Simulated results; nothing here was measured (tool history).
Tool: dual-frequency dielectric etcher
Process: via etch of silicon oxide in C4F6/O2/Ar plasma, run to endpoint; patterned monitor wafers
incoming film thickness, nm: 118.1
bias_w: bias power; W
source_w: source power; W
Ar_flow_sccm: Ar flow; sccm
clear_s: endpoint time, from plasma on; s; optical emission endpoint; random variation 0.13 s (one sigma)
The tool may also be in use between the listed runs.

run 1 hour=0 | bias_w=565 source_w=370 Ar_flow_sccm=237 | clear_s=25.137
run 2 hour=7 | bias_w=601 source_w=380 Ar_flow_sccm=236 | clear_s=24.413
run 3 hour=10.7 | bias_w=631 source_w=390 Ar_flow_sccm=235 | clear_s=23.801
run 4 hour=11.3 | bias_w=631 source_w=330 Ar_flow_sccm=235 | clear_s=25.388
run 5 hour=12.9 | bias_w=659 source_w=340 Ar_flow_sccm=233 | clear_s=24.737
run 6 hour=18.8 | bias_w=659 source_w=340 Ar_flow_sccm=204 | clear_s=24.159

Run 7 comes next. What will it give?
run 7 hour=26 | bias_w=680 source_w=350 Ar_flow_sccm=203 | clear_s=?

clear_s: 23.645 s

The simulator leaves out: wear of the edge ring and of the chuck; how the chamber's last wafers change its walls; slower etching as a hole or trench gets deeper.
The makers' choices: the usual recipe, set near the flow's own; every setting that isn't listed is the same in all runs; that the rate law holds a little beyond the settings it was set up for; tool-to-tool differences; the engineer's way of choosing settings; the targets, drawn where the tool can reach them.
